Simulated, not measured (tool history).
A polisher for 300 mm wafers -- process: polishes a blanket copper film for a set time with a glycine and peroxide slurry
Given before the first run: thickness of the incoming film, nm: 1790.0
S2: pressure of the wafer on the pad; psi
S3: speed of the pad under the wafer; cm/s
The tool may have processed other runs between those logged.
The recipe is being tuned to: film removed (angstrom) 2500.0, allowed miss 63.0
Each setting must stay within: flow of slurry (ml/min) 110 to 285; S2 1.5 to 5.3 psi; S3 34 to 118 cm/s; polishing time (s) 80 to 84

run 1 hour=0.0 | flow_of_slurry_(ml/min)=180 S2=3.4 S3=76 polishing_time_(s)=80 | film_removed_(angstrom)=4745.5
run 2 hour=2.2 | flow_of_slurry_(ml/min)=180 S2=3.4 S3=76 polishing_time_(s)=80 | film_removed_(angstrom)=4778.0
run 3 hour=6.5 | flow_of_slurry_(ml/min)=180 S2=4.2 S3=76 polishing_time_(s)=80 | film_removed_(angstrom)=5625.9
run 4 hour=10.5 | flow_of_slurry_(ml/min)=180 S2=5.0 S3=76 polishing_time_(s)=80 | film_removed_(angstrom)=6560.9
run 5 hour=13.2 | flow_of_slurry_(ml/min)=180 S2=4.6 S3=76 polishing_time_(s)=80 | film_removed_(angstrom)=6044.3
run 6 hour=16.4 | flow_of_slurry_(ml/min)=175 S2=4.0 S3=72 polishing_time_(s)=80 | film_removed_(angstrom)=5128.1
run 7 hour=18.9 | flow_of_slurry_(ml/min)=170 S2=3.5 S3=68 polishing_time_(s)=80 | film_removed_(angstrom)=4395.1
run 8 hour=27.9 | flow_of_slurry_(ml/min)=165 S2=3.1 S3=66 polishing_time_(s)=80 | film_removed_(angstrom)=3899.2
run 9 hour=32.3 | flow_of_slurry_(ml/min)=160 S2=2.8 S3=64 polishing_time_(s)=80 | film_removed_(angstrom)=3424.8
run 10 hour=40.3 | flow_of_slurry_(ml/min)=150 S2=2.6 S3=64 polishing_time_(s)=80 | film_removed_(angstrom)=3267.2
run 11 hour=48.9 | flow_of_slurry_(ml/min)=145 S2=2.4 S3=64 polishing_time_(s)=80 | film_removed_(angstrom)=3020.3
run 12 hour=56.3 | flow_of_slurry_(ml/min)=140 S2=2.3 S3=64 polishing_time_(s)=80 | film_removed_(angstrom)=2958.2
run 13 hour=63.1 | flow_of_slurry_(ml/min)=135 S2=2.2 S3=64 polishing_time_(s)=80 | film_removed_(angstrom)=2815.7
run 14 hour=66.4 | flow_of_slurry_(ml/min)=130 S2=2.1 S3=64 polishing_time_(s)=80 | film_removed_(angstrom)=2744.6
run 15 hour=69.1 | flow_of_slurry_(ml/min)=125 S2=2.0 S3=64 polishing_time_(s)=80 | film_removed_(angstrom)=2599.4
run 16 hour=72.2 | flow_of_slurry_(ml/min)=120 S2=2.0 S3=64 polishing_time_(s)=80 | film_removed_(angstrom)=2571.8

Exercise: of the 4 proposed moves below, exactly one satisfies all targets within the stated allowed misses. Which move is it?
run A hour=75.3 | flow_of_slurry_(ml/min)=115 S2=1.7 S3=74 polishing_time_(s)=80 | film_removed_(angstrom)=?
run B hour=75.3 | flow_of_slurry_(ml/min)=135 S2=1.7 S3=74 polishing_time_(s)=80 | film_removed_(angstrom)=?
run C hour=75.3 | flow_of_slurry_(ml/min)=120 S2=2.3 S3=58 polishing_time_(s)=80 | film_removed_(angstrom)=?
run D hour=75.3 | flow_of_slurry_(ml/min)=110 S2=1.9 S3=72 polishing_time_(s)=80 | film_removed_(angstrom)=?

move=A film_removed_(angstrom)=2501.9
move=B film_removed_(angstrom)=2602.5
move=C film_removed_(angstrom)=2634.0
move=D film_removed_(angstrom)=2618.1
A: in spec on every target
B: lands further from the targets than the last run did
C: lands further from the targets than the last run did
D: lands further from the targets than the last run did
A meets every target.
